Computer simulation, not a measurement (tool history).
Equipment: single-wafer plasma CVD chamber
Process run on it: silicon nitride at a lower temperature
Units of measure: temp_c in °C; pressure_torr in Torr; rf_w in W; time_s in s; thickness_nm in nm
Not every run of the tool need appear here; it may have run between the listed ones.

{"run": 1, "hour": 0.0, "temp_c": 375, "pressure_torr": 1.39, "rf_w": 285, "time_s": 29.1, "thickness_nm": 31.794}
{"run": 2, "hour": 2.8, "temp_c": 369, "pressure_torr": 1.39, "rf_w": 285, "time_s": 29.1, "thickness_nm": 32.037}
{"run": 3, "hour": 3.8, "temp_c": 369, "pressure_torr": 1.31, "rf_w": 280, "time_s": 29.1, "thickness_nm": 30.976}
{"run": 4, "hour": 6.1, "temp_c": 376, "pressure_torr": 1.31, "rf_w": 280, "time_s": 29.1, "thickness_nm": 31.164}
{"run": 5, "hour": 13.6, "temp_c": 376, "pressure_torr": 1.26, "rf_w": 275, "time_s": 29.1, "thickness_nm": 30.047}
{"run": 6, "hour": 21.0, "temp_c": 376, "pressure_torr": 1.22, "rf_w": 275, "time_s": 29.1, "thickness_nm": 29.935}
{"hour": 28.6, "done": "RF generator calibrated"}
{"run": 7, "hour": 28.6, "temp_c": 376, "pressure_torr": 1.18, "rf_w": 275, "time_s": 29.1, "thickness_nm": 30.618}
{"run": 8, "hour": 30.3, "temp_c": 376, "pressure_torr": 1.18, "rf_w": 275, "time_s": 29.1, "thickness_nm": 30.684}
{"run": 9, "hour": 37.4, "temp_c": 376, "pressure_torr": 1.18, "rf_w": 270, "time_s": 29.1, "thickness_nm": 30.25}
{"run": 10, "hour": 43.0, "temp_c": 376, "pressure_torr": 1.17, "rf_w": 265, "time_s": 29.1, "thickness_nm": 29.885}
{"run": 11, "hour": 46.0, "temp_c": 376, "pressure_torr": 1.15, "rf_w": 260, "time_s": 29.1, "thickness_nm": 29.218}

Predict the results of run 12:
{"run": 12, "hour": 50.1, "temp_c": 376, "pressure_torr": 1.15, "rf_w": 260, "time_s": 29.1, "thickness_nm": "?"}

{"run 12": {"thickness_nm": 29.287}}
